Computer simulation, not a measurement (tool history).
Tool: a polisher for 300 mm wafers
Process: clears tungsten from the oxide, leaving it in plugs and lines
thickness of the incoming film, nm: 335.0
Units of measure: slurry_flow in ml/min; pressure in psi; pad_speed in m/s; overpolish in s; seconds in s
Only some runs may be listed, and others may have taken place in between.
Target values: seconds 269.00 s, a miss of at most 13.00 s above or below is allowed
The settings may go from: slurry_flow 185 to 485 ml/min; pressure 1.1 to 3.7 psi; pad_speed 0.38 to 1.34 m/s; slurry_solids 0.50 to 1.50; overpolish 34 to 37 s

{"run": 1, "day": 0.0, "slurry_flow": 310, "pressure": 2.4, "pad_speed": 0.86, "slurry_solids": 1.0, "overpolish": 34, "seconds": 147.36}
{"run": 2, "day": 0.288, "slurry_flow": 250, "pressure": 2.4, "pad_speed": 0.86, "slurry_solids": 1.0, "overpolish": 34, "seconds": 147.44}
{"run": 3, "day": 0.521, "slurry_flow": 250, "pressure": 2.4, "pad_speed": 0.76, "slurry_solids": 1.0, "overpolish": 34, "seconds": 166.69}
{"run": 4, "day": 0.721, "slurry_flow": 250, "pressure": 2.2, "pad_speed": 0.76, "slurry_solids": 1.0, "overpolish": 34, "seconds": 180.75}
{"run": 5, "day": 0.754, "slurry_flow": 250, "pressure": 2.1, "pad_speed": 0.76, "slurry_solids": 1.0, "overpolish": 34, "seconds": 187.75}
{"run": 6, "day": 0.988, "slurry_flow": 250, "pressure": 2.1, "pad_speed": 0.76, "slurry_solids": 0.9, "overpolish": 34, "seconds": 195.03}
{"run": 7, "day": 1.029, "slurry_flow": 250, "pressure": 2.0, "pad_speed": 0.76, "slurry_solids": 0.9, "overpolish": 34, "seconds": 199.28}
{"run": 8, "day": 1.212, "slurry_flow": 250, "pressure": 1.9, "pad_speed": 0.76, "slurry_solids": 0.9, "overpolish": 34, "seconds": 213.68}
{"run": 9, "day": 1.325, "slurry_flow": 250, "pressure": 1.8, "pad_speed": 0.76, "slurry_solids": 0.9, "overpolish": 34, "seconds": 220.22}
{"run": 10, "day": 1.579, "slurry_flow": 250, "pressure": 1.3, "pad_speed": 0.74, "slurry_solids": 0.9, "overpolish": 34, "seconds": 313.59}
{"run": 11, "day": 1.733, "slurry_flow": 250, "pressure": 1.4, "pad_speed": 0.74, "slurry_solids": 0.9, "overpolish": 34, "seconds": 292.9}

Pick the move, out of 4, that brings all results within their allowed miss; only one does.
{"run": "A", "day": 1.888, "slurry_flow": 230, "pressure": 2.0, "pad_speed": 0.7, "slurry_solids": 0.65, "overpolish": 34, "seconds": "?"}
{"run": "B", "day": 1.888, "slurry_flow": 230, "pressure": 1.6, "pad_speed": 0.78, "slurry_solids": 1.15, "overpolish": 37, "seconds": "?"}
{"run": "C", "day": 1.888, "slurry_flow": 220, "pressure": 2.2, "pad_speed": 0.6, "slurry_solids": 0.85, "overpolish": 37, "seconds": "?"}
{"run": "D", "day": 1.888, "slurry_flow": 315, "pressure": 1.3, "pad_speed": 0.82, "slurry_solids": 1.05, "overpolish": 34, "seconds": "?"}

move=A seconds=231.43
move=B seconds=239.12
move=C seconds=237.54
move=D seconds=267.94
A: the result that was furthest off in the last run now lies on the other side of its target
B: the result that was furthest off in the last run now lies on the other side of its target
C: the result that was furthest off in the last run now lies on the other side of its target
D: hits every target within its allowed miss
The move that meets every target is D.
